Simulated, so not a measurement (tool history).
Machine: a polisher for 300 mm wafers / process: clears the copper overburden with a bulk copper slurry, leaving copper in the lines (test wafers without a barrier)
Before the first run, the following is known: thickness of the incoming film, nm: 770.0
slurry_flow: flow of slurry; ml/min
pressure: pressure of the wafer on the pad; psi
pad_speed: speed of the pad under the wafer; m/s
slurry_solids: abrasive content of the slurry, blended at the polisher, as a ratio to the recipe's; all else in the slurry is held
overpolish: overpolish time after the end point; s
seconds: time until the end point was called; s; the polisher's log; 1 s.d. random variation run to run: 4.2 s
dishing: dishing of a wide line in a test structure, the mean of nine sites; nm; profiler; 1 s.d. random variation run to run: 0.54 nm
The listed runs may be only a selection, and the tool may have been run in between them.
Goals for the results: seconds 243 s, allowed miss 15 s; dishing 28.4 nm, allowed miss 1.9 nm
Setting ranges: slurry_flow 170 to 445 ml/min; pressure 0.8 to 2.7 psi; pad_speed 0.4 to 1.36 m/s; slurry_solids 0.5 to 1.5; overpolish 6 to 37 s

run 1 hour=0 | slurry_flow=285 pressure=1.7 pad_speed=0.88 slurry_solids=1 overpolish=19 | seconds=191.33 dishing=47.097
run 2 hour=4.6 | slurry_flow=285 pressure=1.6 pad_speed=0.88 slurry_solids=1 overpolish=17 | seconds=199.29 dishing=40.258
run 3 hour=10.8 | slurry_flow=245 pressure=1.6 pad_speed=0.88 slurry_solids=1 overpolish=17 | seconds=199.94 dishing=39.557
run 4 hour=14.8 | slurry_flow=245 pressure=1.6 pad_speed=0.88 slurry_solids=1 overpolish=10 | seconds=203.02 dishing=26.396
run 5 hour=20.7 | slurry_flow=245 pressure=1.5 pad_speed=0.88 slurry_solids=1 overpolish=11 | seconds=213.89 dishing=27.291
run 6 hour=29.1 | slurry_flow=245 pressure=1.5 pad_speed=0.88 slurry_solids=1 overpolish=18 | seconds=213.82 dishing=40.872
run 7 hour=36.3 | slurry_flow=245 pressure=1.5 pad_speed=0.88 slurry_solids=1 overpolish=17 | seconds=205.98 dishing=37.767
run 8 hour=38.8 | slurry_flow=245 pressure=1.4 pad_speed=0.88 slurry_solids=1 overpolish=17 | seconds=225.79 dishing=36.418
run 9 hour=47.1 | slurry_flow=245 pressure=1.4 pad_speed=0.88 slurry_solids=1 overpolish=16 | seconds=222.93 dishing=34.305
run 10 hour=52.6 | slurry_flow=245 pressure=1.3 pad_speed=0.88 slurry_solids=1 overpolish=15 | seconds=236.03 dishing=31.98

4 next moves are on the table. One of them brings every result within its allowed miss. Which?
run A hour=58.1 | slurry_flow=260 pressure=1.2 pad_speed=0.96 slurry_solids=1.1 overpolish=19 | seconds=? dishing=?
run B hour=58.1 | slurry_flow=325 pressure=1.6 pad_speed=0.7 slurry_solids=1.05 overpolish=19 | seconds=? dishing=?
run C hour=58.1 | slurry_flow=275 pressure=1.3 pad_speed=0.86 slurry_solids=1 overpolish=13 | seconds=? dishing=?
run D hour=58.1 | slurry_flow=210 pressure=1.4 pad_speed=0.88 slurry_solids=0.95 overpolish=10 | seconds=? dishing=?

move=A seconds=227.73 dishing=39.743
move=B seconds=242.32 dishing=39.108
move=C seconds=240.95 dishing=28.5
move=D seconds=232.16 dishing=23.686
A: its largest miss is bigger than the last run's
B: its largest miss is bigger than the last run's
C: all results in spec
D: takes the result that was furthest off past its target
The right move is C.
